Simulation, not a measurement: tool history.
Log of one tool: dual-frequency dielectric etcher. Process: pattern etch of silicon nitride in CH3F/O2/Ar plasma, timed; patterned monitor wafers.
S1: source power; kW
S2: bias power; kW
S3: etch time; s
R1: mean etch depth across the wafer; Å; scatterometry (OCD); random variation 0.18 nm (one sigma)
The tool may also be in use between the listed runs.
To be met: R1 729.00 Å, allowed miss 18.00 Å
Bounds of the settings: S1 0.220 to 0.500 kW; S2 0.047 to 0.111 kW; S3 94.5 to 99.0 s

Run 1, day 0.000: S1 0.360 kW, S2 0.079 kW, S3 94.5 s. Result: R1 643.35 Å.
Run 2, day 0.100: S1 0.390 kW, S2 0.081 kW, S3 94.5 s. Result: R1 667.34 Å.
Run 3, day 0.329: S1 0.390 kW, S2 0.075 kW, S3 94.5 s. Result: R1 649.79 Å.
Run 4, day 0.383: S1 0.430 kW, S2 0.075 kW, S3 94.5 s. Result: R1 669.25 Å.
Run 5, day 0.429: S1 0.460 kW, S2 0.075 kW, S3 94.5 s. Result: R1 680.52 Å.
Run 6, day 0.521: S1 0.460 kW, S2 0.075 kW, S3 94.5 s. Result: R1 681.86 Å.
Run 7, day 0.625: S1 0.470 kW, S2 0.078 kW, S3 95.0 s. Result: R1 697.48 Å.
Run 8, day 0.833: S1 0.470 kW, S2 0.080 kW, S3 95.5 s. Result: R1 710.05 Å.
Run 9, day 1.204: S1 0.470 kW, S2 0.081 kW, S3 95.5 s. Result: R1 707.98 Å.

5 next moves are on the table. One of them brings every result within its allowed miss. Which?
Run A, day 1.575: S1 0.500 kW, S2 0.073 kW, S3 99.0 s. Result: R1 ?.
Run B, day 1.575: S1 0.490 kW, S2 0.072 kW, S3 94.5 s. Result: R1 ?.
Run C, day 1.575: S1 0.470 kW, S2 0.076 kW, S3 94.5 s. Result: R1 ?.
Run D, day 1.575: S1 0.440 kW, S2 0.083 kW, S3 94.5 s. Result: R1 ?.
Run E, day 1.575: S1 0.480 kW, S2 0.071 kW, S3 96.0 s. Result: R1 ?.

move      R1
   A  727.86
   B  687.31
   C  690.05
   D  695.64
   E  690.60
A: meets every target
B: further off than the last run
C: further off than the last run
D: further off than the last run
E: further off than the last run
The right move is A.
